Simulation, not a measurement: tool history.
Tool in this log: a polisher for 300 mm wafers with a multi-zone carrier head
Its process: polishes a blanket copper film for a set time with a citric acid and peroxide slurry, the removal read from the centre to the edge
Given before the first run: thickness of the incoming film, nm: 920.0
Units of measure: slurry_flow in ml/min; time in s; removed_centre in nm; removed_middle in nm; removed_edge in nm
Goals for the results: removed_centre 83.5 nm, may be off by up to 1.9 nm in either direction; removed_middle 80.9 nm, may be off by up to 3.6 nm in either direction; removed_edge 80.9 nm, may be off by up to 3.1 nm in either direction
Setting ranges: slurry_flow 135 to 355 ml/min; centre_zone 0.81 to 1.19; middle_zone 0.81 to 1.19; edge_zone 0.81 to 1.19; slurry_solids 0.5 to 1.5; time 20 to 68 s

run	day	slurry_flow	centre_zone	middle_zone	edge_zone	slurry_solids	time	removed_centre	removed_middle	removed_edge
1	0	225	1	1	1	1	44	60.826	63.789	63.145
2	0.062	225	1	1	1.06	1	44	61.401	62.622	66.165
3	0.292	225	1	1	1.06	1	48	66.75	66.631	72.6
4	0.375	240	1.03	1.03	1.07	1.05	48	70.02	71.414	72.693
5	0.525	250	1.05	1.04	1.09	1.1	48	72.47	71.795	75.127
6	0.767	250	1	1.04	1.09	1.1	48	69.868	72.857	74.721
7	0.871	260	1.03	1.05	1.1	1.15	48	72.68	76.868	76.357
8	1.238	275	1.05	1.05	1.11	1.15	48	74.45	74.399	76.966

5 candidate next runs follow, results not yet known. Just one meets every target within its allowed miss. Identify it.
A	1.604	300	0.97	1.11	1.12	1.25	54	?	?	?
B	1.604	305	1.13	1.18	0.99	1.2	52	?	?	?
C	1.604	350	1.14	1.14	1.17	1.3	47	?	?	?
D	1.604	270	0.98	1.05	1.19	1.1	50	?	?	?
E	1.604	295	1.17	1.14	1.01	1.25	47	?	?	?

move	removed_centre	removed_middle	removed_edge
A	79.672	87.741	87.366
B	88.75	87.212	78.372
C	83.688	79.525	79.353
D	71.296	75.02	80.221
E	83.616	77.541	72.114
A: an improvement on the last run, though not all results are within tolerance
B: takes the biggest miss from the last run beyond its target
C: each result inside its tolerance
D: lands further from the targets than the last run did
E: brings the last run's worst result on target, with another outside its allowed miss
The move that meets every target is C.
